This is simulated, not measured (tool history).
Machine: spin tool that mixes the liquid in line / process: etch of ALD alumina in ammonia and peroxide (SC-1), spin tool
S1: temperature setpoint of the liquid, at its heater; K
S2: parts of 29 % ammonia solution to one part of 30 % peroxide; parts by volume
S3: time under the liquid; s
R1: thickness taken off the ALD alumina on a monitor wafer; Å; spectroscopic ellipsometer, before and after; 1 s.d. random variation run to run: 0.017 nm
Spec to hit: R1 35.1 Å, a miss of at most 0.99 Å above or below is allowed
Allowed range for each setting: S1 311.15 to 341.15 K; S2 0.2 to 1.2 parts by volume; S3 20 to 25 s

run	hour	S1	S2	S3	R1
1	0	325.15	0.9	25	23.701
2	3.9	327.65	0.9	25	27.049
3	10.4	330.15	0.9	25	31.104
4	18.8	324.15	0.9	25	22.626
5	25.2	326.65	0.9	25	25.594
6	27.8	328.65	0.9	25	28.782
7	36.6	329.65	0.9	25	30.242
8	44.5	333.15	0.9	25	36.195

5 next moves are on the table. One of them brings every result within its allowed miss. Which?
A	52.4	334.15	0.85	25	?
B	52.4	333.65	1.15	25	?
C	52.4	336.65	1.2	20	?
D	52.4	334.15	0.75	25	?
E	52.4	330.65	1.2	25	?

move	R1
A	38.024
B	38.14
C	35.657
D	37.577
E	32.797
A: its largest miss is bigger than the last run's
B: its largest miss is bigger than the last run's
C: every result within its allowed miss
D: its largest miss is bigger than the last run's
E: moves the result that the last run missed by most past its target, out the other side
So the answer is move C, the one that meets all the targets.
